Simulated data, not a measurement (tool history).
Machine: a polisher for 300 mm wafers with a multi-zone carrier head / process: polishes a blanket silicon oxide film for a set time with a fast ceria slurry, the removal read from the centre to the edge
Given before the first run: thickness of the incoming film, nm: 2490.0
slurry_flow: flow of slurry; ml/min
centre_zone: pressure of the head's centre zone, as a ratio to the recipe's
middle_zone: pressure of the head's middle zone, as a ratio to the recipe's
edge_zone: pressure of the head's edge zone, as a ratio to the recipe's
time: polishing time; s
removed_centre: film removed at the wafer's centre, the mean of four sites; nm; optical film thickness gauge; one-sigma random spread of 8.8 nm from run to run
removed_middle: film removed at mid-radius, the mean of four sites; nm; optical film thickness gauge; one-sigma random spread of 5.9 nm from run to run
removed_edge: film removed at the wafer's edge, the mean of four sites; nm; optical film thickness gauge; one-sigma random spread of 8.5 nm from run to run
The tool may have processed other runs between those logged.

run  hour  slurry_flow  centre_zone  middle_zone  edge_zone  time  removed_centre  removed_middle  removed_edge
  1     0          315            1            1          1    57          780.97          774.16        783.43
  2   8.9          315            1            1       0.92    57          766.15          780.15         753.3
  3  10.8          315         0.94            1       0.92    57          740.44          784.47        750.79
  4  13.6          315         0.94         1.01       0.96    59           760.8          812.62         796.5
  5  21.6          340         0.94         1.01       0.96    59          772.57          818.94        797.91
  6  25.8          340         0.94         1.06       0.96    59          759.74          846.98        800.43
  7  26.8          355            1         1.06       1.06    68          944.74          995.99        979.31
  8  32.3          355         0.99         1.05       1.07    68          936.35          981.48        966.84
  9  41.1          350         0.98         1.05       1.09    68          925.77          986.28         969.4

Estimate the outcome of run 10 from the log above:
 10  45.8          350         0.97         1.04       1.11    68               ?               ?             ?

removed_centre: 923.32 nm
removed_middle: 975.15 nm
removed_edge: 988.85 nm

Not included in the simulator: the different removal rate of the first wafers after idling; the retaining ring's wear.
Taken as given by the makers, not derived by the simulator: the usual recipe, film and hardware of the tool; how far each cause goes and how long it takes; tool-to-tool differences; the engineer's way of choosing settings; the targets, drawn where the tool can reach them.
